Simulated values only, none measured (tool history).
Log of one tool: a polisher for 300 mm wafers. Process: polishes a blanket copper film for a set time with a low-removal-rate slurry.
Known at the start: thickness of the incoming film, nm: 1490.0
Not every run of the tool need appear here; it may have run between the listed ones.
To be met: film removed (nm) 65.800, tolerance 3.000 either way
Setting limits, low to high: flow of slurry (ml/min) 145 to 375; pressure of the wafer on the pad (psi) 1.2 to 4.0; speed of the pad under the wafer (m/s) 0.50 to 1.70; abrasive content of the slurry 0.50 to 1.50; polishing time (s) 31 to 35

| run | day | flow of slurry (ml/min) | pressure of the wafer on the pad (psi) | speed of the pad under the wafer (m/s) | abrasive content of the slurry | polishing time (s) | film removed (nm) |
|---|---|---|---|---|---|---|---|
| 1 | 0.000 | 240 | 2.6 | 1.10 | 1.00 | 35 | 93.894 |
| 2 | 0.321 | 240 | 2.6 | 1.10 | 0.85 | 35 | 91.207 |
| 3 | 0.492 | 240 | 2.6 | 1.10 | 0.85 | 31 | 80.865 |
| 4 | 0.596 | 240 | 2.6 | 1.20 | 0.85 | 31 | 87.001 |
| 5 | 0.912 | 240 | 2.5 | 1.20 | 0.85 | 31 | 85.647 |
| 6 | 1.275 | 240 | 2.4 | 1.20 | 0.85 | 31 | 80.022 |
| 7 | 1.317 | 240 | 2.3 | 1.20 | 0.85 | 31 | 78.193 |
| 8 | 1.571 | 240 | 1.8 | 1.18 | 0.85 | 31 | 60.406 |

4 candidate next runs follow, results not yet known. Just one meets every target within its allowed miss. Identify it.
| A | 1.825 | 245 | 1.8 | 1.30 | 0.90 | 35 | ? |
| B | 1.825 | 245 | 1.7 | 1.20 | 0.75 | 35 | ? |
| C | 1.825 | 265 | 2.0 | 1.22 | 0.75 | 34 | ? |
| D | 1.825 | 310 | 1.5 | 1.24 | 0.95 | 31 | ? |

| move | film removed (nm) |
|---|---|
| A | 74.288 |
| B | 63.782 |
| C | 74.009 |
| D | 54.864 |
A: moves the result that the last run missed by most past its target, out the other side
B: in spec on every target
C: moves the result that the last run missed by most past its target, out the other side
D: misses by more than the last run did
B is the move that brings every result within its allowed miss.

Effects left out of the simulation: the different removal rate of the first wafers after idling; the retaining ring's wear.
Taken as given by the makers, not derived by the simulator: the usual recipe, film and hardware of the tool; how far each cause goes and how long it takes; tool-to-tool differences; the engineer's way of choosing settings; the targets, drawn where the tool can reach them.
